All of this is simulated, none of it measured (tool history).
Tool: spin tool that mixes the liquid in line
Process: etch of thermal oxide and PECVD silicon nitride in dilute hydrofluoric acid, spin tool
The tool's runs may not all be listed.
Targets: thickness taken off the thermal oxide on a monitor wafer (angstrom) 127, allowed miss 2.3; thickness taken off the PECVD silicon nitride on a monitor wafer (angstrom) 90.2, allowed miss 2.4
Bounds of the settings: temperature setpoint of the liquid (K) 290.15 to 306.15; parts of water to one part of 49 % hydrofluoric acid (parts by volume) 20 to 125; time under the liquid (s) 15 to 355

run  hour  temperature setpoint of the liquid (K)  parts of water to one part of 49 % hydrofluoric acid (parts by volume)  time under the liquid (s)  thickness taken off the thermal oxide on a monitor wafer (angstrom)  thickness taken off the PECVD silicon nitride on a monitor wafer (angstrom)
  1     0                                  298.15                                                                      70                        180                                                               148.09                                                                       94.268
  2   7.3                                  298.15                                                                      70                        240                                                               199.52                                                                       124.71
  3  10.7                                  298.65                                                                      80                        240                                                               175.04                                                                       115.08
  4  12.3                                  298.65                                                                      90                        245                                                               157.42                                                                          103
  5  14.2                                  299.15                                                                      95                        245                                                               150.86                                                                       101.22
  6  17.5                                  299.65                                                                     100                        245                                                               145.05                                                                       101.07
  7  18.2                                  299.65                                                                     105                        245                                                               136.92                                                                       94.978
  8  19.8                                  299.65                                                                     110                        245                                                               131.61                                                                       90.776

5 next moves are on the table. One of them brings every result within its allowed miss. Which?
  A  21.4                                  298.15                                                                     110                        255                                                                    ?                                                                            ?
  B  21.4                                  300.65                                                                     105                        220                                                                    ?                                                                            ?
  C  21.4                                  296.15                                                                      90                        240                                                                    ?                                                                            ?
  D  21.4                                  301.65                                                                     125                        245                                                                    ?                                                                            ?
  E  21.4                                  299.15                                                                      90                        195                                                                    ?                                                                            ?

move  thickness taken off the thermal oxide on a monitor wafer (angstrom)  thickness taken off the PECVD silicon nitride on a monitor wafer (angstrom)
   A                                                               127.54                                                                       85.953
   B                                                               127.76                                                                       91.253
   C                                                                138.9                                                                       86.441
   D                                                               120.88                                                                       90.919
   E                                                               127.15                                                                       85.594
A: brings the result that was furthest off to its target, and leaves another outside
B: meets every target
C: further off than the last run
D: takes the result that was furthest off past its target
E: brings the result that was furthest off to its target, and leaves another outside
Move B is the one to make.
